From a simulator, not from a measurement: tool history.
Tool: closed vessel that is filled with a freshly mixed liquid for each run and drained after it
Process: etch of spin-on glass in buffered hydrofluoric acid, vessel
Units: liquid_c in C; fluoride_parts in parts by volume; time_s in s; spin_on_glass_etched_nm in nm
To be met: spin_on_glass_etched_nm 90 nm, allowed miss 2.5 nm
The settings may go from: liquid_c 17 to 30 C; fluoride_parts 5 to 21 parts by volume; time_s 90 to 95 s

{"run": 1, "hour": 0.0, "liquid_c": 22, "fluoride_parts": 13, "time_s": 90, "spin_on_glass_etched_nm": 138.33}
{"run": 2, "hour": 9.0, "liquid_c": 23.5, "fluoride_parts": 13, "time_s": 90, "spin_on_glass_etched_nm": 148.88}
{"run": 3, "hour": 9.9, "liquid_c": 20, "fluoride_parts": 13, "time_s": 90, "spin_on_glass_etched_nm": 123.98}
{"run": 4, "hour": 13.9, "liquid_c": 23, "fluoride_parts": 13, "time_s": 90, "spin_on_glass_etched_nm": 147.18}
{"run": 5, "hour": 19.0, "liquid_c": 23, "fluoride_parts": 14.5, "time_s": 90, "spin_on_glass_etched_nm": 133.27}
{"run": 6, "hour": 25.1, "liquid_c": 23, "fluoride_parts": 12.5, "time_s": 90, "spin_on_glass_etched_nm": 151.18}
{"run": 7, "hour": 31.8, "liquid_c": 21.5, "fluoride_parts": 13.5, "time_s": 90, "spin_on_glass_etched_nm": 131.71}
{"run": 8, "hour": 36.0, "liquid_c": 20, "fluoride_parts": 14, "time_s": 90, "spin_on_glass_etched_nm": 115.57}
{"run": 9, "hour": 40.2, "liquid_c": 19, "fluoride_parts": 14.5, "time_s": 90, "spin_on_glass_etched_nm": 104.09}

Which of these 4 next moves meets every target?
{"run": "A", "hour": 44.4, "liquid_c": 17.5, "fluoride_parts": 16.5, "time_s": 90, "spin_on_glass_etched_nm": "?"}
{"run": "B", "hour": 44.4, "liquid_c": 19, "fluoride_parts": 16.5, "time_s": 95, "spin_on_glass_etched_nm": "?"}
{"run": "C", "hour": 44.4, "liquid_c": 17.5, "fluoride_parts": 16.5, "time_s": 95, "spin_on_glass_etched_nm": "?"}
{"run": "D", "hour": 44.4, "liquid_c": 20.5, "fluoride_parts": 18, "time_s": 95, "spin_on_glass_etched_nm": "?"}

move=A spin_on_glass_etched_nm=85.916
move=B spin_on_glass_etched_nm=98.747
move=C spin_on_glass_etched_nm=90.689
move=D spin_on_glass_etched_nm=98.596
A: takes the result that was furthest off past its target
B: nearer than the last run, and not there yet
C: meets every target
D: nearer than the last run, and not there yet
Move C is the one to make.

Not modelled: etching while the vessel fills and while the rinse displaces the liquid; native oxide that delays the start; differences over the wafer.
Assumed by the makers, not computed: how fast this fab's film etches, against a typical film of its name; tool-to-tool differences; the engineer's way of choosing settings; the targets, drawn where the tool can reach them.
